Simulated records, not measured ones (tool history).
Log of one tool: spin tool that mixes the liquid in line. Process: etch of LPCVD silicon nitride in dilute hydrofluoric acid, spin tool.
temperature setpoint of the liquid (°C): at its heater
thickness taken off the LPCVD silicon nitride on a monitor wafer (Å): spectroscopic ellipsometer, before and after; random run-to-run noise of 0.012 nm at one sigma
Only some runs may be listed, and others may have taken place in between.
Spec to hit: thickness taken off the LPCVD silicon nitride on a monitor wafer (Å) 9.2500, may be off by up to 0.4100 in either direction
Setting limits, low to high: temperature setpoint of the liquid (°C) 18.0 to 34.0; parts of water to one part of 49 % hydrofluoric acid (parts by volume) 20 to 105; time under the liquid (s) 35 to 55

| run | day | temperature setpoint of the liquid (°C) | parts of water to one part of 49 % hydrofluoric acid (parts by volume) | time under the liquid (s) | thickness taken off the LPCVD silicon nitride on a monitor wafer (Å) |
|---|---|---|---|---|---|
| 1 | 0.000 | 26.0 | 55 | 55 | 5.9417 |
| 2 | 0.175 | 26.0 | 55 | 35 | 3.8446 |
| 3 | 0.238 | 28.0 | 55 | 35 | 4.4432 |
| 4 | 0.379 | 28.5 | 50 | 35 | 4.8357 |
| 5 | 0.504 | 28.5 | 50 | 35 | 4.9747 |
| 6 | 0.738 | 27.0 | 50 | 35 | 4.5239 |
| 7 | 0.904 | 28.0 | 45 | 40 | 6.0536 |
| 8 | 1.162 | 28.5 | 45 | 40 | 6.1873 |
| 9 | 1.479 | 29.5 | 45 | 40 | 6.7709 |
| 10 | 1.575 | 30.5 | 45 | 40 | 7.1230 |
| 11 | 1.867 | 31.0 | 45 | 40 | 7.5092 |
| 12 | 2.096 | 31.5 | 45 | 40 | 7.6097 |

Which one of the following 5 next-run settings gets every result inside its allowed miss? There is exactly one.
| A | 2.325 | 34.0 | 55 | 50 | ? |
| B | 2.325 | 31.0 | 45 | 35 | ? |
| C | 2.325 | 30.0 | 70 | 50 | ? |
| D | 2.325 | 32.5 | 60 | 35 | ? |
| E | 2.325 | 29.5 | 35 | 50 | ? |

| move | thickness taken off the LPCVD silicon nitride on a monitor wafer (Å) |
|---|---|
| A | 9.0077 |
| B | 6.3658 |
| C | 5.5002 |
| D | 5.2615 |
| E | 10.5650 |
A: all results land within tolerance of their targets
B: lands further from the targets than the last run did
C: lands further from the targets than the last run did
D: lands further from the targets than the last run did
E: moves the result that the last run missed by most past its target, out the other side
Go with A: it meets all targets.
